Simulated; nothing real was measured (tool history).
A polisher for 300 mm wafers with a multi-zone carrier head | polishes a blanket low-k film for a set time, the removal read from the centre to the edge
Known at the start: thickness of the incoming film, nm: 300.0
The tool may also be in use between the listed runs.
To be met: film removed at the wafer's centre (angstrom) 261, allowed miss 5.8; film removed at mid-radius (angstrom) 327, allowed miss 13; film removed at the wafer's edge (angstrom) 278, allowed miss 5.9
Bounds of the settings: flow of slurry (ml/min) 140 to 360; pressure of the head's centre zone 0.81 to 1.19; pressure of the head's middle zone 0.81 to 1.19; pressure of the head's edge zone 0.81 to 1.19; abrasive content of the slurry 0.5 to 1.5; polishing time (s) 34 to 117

| run | hour | flow of slurry (ml/min) | pressure of the head's centre zone | pressure of the head's middle zone | pressure of the head's edge zone | abrasive content of the slurry | polishing time (s) | film removed at the wafer's centre (angstrom) | film removed at mid-radius (angstrom) | film removed at the wafer's edge (angstrom) |
|---|---|---|---|---|---|---|---|---|---|---|
| 1 | 0 | 230 | 1 | 1 | 1 | 1 | 75 | 338.48 | 339.95 | 329.68 |
| 2 | 8.8 | 255 | 1 | 1 | 1 | 1 | 75 | 339.29 | 338.04 | 334.85 |
| 3 | 11.4 | 255 | 0.97 | 1 | 1 | 1 | 75 | 330.71 | 335.42 | 334.83 |
| 4 | 15.4 | 245 | 0.95 | 1.01 | 0.97 | 1 | 75 | 316.47 | 334.58 | 326.6 |
| 5 | 23 | 235 | 0.94 | 1.02 | 0.95 | 1 | 75 | 315.16 | 343.21 | 322 |
| 6 | 26.7 | 285 | 0.94 | 1.02 | 0.95 | 1 | 75 | 320.19 | 350.66 | 330.73 |
| 7 | 31.8 | 270 | 0.93 | 1.02 | 0.93 | 1 | 75 | 317.29 | 344.59 | 324.1 |
| 8 | 34.9 | 270 | 0.93 | 1.02 | 0.93 | 1 | 75 | 318.52 | 349.56 | 320.9 |
| 9 | 37.5 | 260 | 0.91 | 1.02 | 0.92 | 1 | 75 | 308.92 | 349.5 | 321.67 |
| 10 | 43.9 | 250 | 0.9 | 1.02 | 0.9 | 1 | 75 | 303.89 | 347.88 | 321.2 |
| 11 | 49.8 | 250 | 0.89 | 1.03 | 0.89 | 0.95 | 75 | 293.18 | 335.06 | 306.05 |
| 12 | 55.5 | 240 | 0.88 | 1.04 | 0.88 | 0.95 | 75 | 288.44 | 334.2 | 302.55 |
| 13 | 57.4 | 230 | 0.87 | 1.05 | 0.87 | 0.95 | 75 | 282.13 | 344.56 | 301.73 |
| 14 | 60.1 | 225 | 0.87 | 1.05 | 0.86 | 0.95 | 75 | 283.42 | 344.27 | 301.55 |
| 15 | 67.5 | 220 | 0.87 | 1.05 | 0.85 | 0.95 | 75 | 281.38 | 339.26 | 298.82 |
| 16 | 69.1 | 215 | 0.87 | 1.05 | 0.84 | 0.95 | 75 | 285.84 | 339.89 | 293.59 |
| 17 | 72.2 | 210 | 0.86 | 1.05 | 0.84 | 0.95 | 75 | 279.79 | 330.47 | 295.13 |

Which of these 5 next moves meets every target?
| A | 75.3 | 215 | 0.89 | 1.07 | 0.82 | 0.95 | 72 | ? | ? | ? |
| B | 75.3 | 190 | 0.88 | 1.11 | 0.87 | 1.1 | 65 | ? | ? | ? |
| C | 75.3 | 355 | 0.92 | 1.07 | 0.88 | 0.8 | 73 | ? | ? | ? |
| D | 75.3 | 200 | 0.98 | 1.06 | 0.81 | 1.05 | 68 | ? | ? | ? |
| E | 75.3 | 165 | 0.83 | 1.03 | 0.84 | 1.1 | 73 | ? | ? | ? |

| move | film removed at the wafer's centre (angstrom) | film removed at mid-radius (angstrom) | film removed at the wafer's edge (angstrom) |
|---|---|---|---|
| A | 275.43 | 330.67 | 281.7 |
| B | 259.59 | 325.73 | 277.01 |
| C | 277.83 | 320.85 | 278.85 |
| D | 298.2 | 322.46 | 276.21 |
| E | 269.01 | 336.98 | 302.42 |
A: nearer than the last run, and not there yet
B: meets every target
C: nearer than the last run, and not there yet
D: further off than the last run
E: further off than the last run
Answer: B

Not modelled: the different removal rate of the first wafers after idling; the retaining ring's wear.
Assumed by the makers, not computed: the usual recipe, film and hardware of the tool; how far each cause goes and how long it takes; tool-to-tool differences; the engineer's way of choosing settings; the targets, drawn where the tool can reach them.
